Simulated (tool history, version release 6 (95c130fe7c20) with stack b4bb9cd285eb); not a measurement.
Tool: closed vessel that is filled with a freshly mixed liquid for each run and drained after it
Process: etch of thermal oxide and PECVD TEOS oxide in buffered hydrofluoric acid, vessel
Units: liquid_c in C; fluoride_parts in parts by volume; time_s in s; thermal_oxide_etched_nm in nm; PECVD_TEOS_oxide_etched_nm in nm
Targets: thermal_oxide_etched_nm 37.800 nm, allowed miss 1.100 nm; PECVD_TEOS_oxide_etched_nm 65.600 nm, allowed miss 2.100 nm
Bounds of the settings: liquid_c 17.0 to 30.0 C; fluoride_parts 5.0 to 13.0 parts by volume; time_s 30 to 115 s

run 1 hour=0.0 | liquid_c=22.0 fluoride_parts=8.0 time_s=60 | thermal_oxide_etched_nm=75.590 PECVD_TEOS_oxide_etched_nm=131.160
run 2 hour=3.1 | liquid_c=20.5 fluoride_parts=9.0 time_s=60 | thermal_oxide_etched_nm=61.595 PECVD_TEOS_oxide_etched_nm=105.740
run 3 hour=11.9 | liquid_c=20.5 fluoride_parts=9.0 time_s=45 | thermal_oxide_etched_nm=45.725 PECVD_TEOS_oxide_etched_nm=79.238
run 4 hour=12.5 | liquid_c=20.5 fluoride_parts=9.0 time_s=65 | thermal_oxide_etched_nm=65.867 PECVD_TEOS_oxide_etched_nm=113.890
run 5 hour=15.6 | liquid_c=23.5 fluoride_parts=9.0 time_s=65 | thermal_oxide_etched_nm=77.768 PECVD_TEOS_oxide_etched_nm=134.780
run 6 hour=16.2 | liquid_c=22.0 fluoride_parts=9.5 time_s=65 | thermal_oxide_etched_nm=68.934 PECVD_TEOS_oxide_etched_nm=120.700
run 7 hour=17.5 | liquid_c=20.5 fluoride_parts=10.0 time_s=65 | thermal_oxide_etched_nm=61.862 PECVD_TEOS_oxide_etched_nm=107.070
run 8 hour=19.1 | liquid_c=19.5 fluoride_parts=11.0 time_s=65 | thermal_oxide_etched_nm=53.098 PECVD_TEOS_oxide_etched_nm=90.184

4 next moves are on the table. One of them brings every result within its allowed miss. Which?
run A hour=20.7 | liquid_c=17.0 fluoride_parts=11.5 time_s=100 | thermal_oxide_etched_nm=? PECVD_TEOS_oxide_etched_nm=?
run B hour=20.7 | liquid_c=20.0 fluoride_parts=12.5 time_s=45 | thermal_oxide_etched_nm=? PECVD_TEOS_oxide_etched_nm=?
run C hour=20.7 | liquid_c=20.0 fluoride_parts=11.0 time_s=45 | thermal_oxide_etched_nm=? PECVD_TEOS_oxide_etched_nm=?
run D hour=20.7 | liquid_c=17.5 fluoride_parts=9.0 time_s=50 | thermal_oxide_etched_nm=? PECVD_TEOS_oxide_etched_nm=?

move=A thermal_oxide_etched_nm=68.874 PECVD_TEOS_oxide_etched_nm=116.710
move=B thermal_oxide_etched_nm=33.850 PECVD_TEOS_oxide_etched_nm=57.358
move=C thermal_oxide_etched_nm=38.356 PECVD_TEOS_oxide_etched_nm=64.993
move=D thermal_oxide_etched_nm=43.397 PECVD_TEOS_oxide_etched_nm=73.535
A: further off than the last run
B: takes the result that was furthest off past its target
C: meets every target
D: nearer than the last run, and not there yet
Move C is the one to make.

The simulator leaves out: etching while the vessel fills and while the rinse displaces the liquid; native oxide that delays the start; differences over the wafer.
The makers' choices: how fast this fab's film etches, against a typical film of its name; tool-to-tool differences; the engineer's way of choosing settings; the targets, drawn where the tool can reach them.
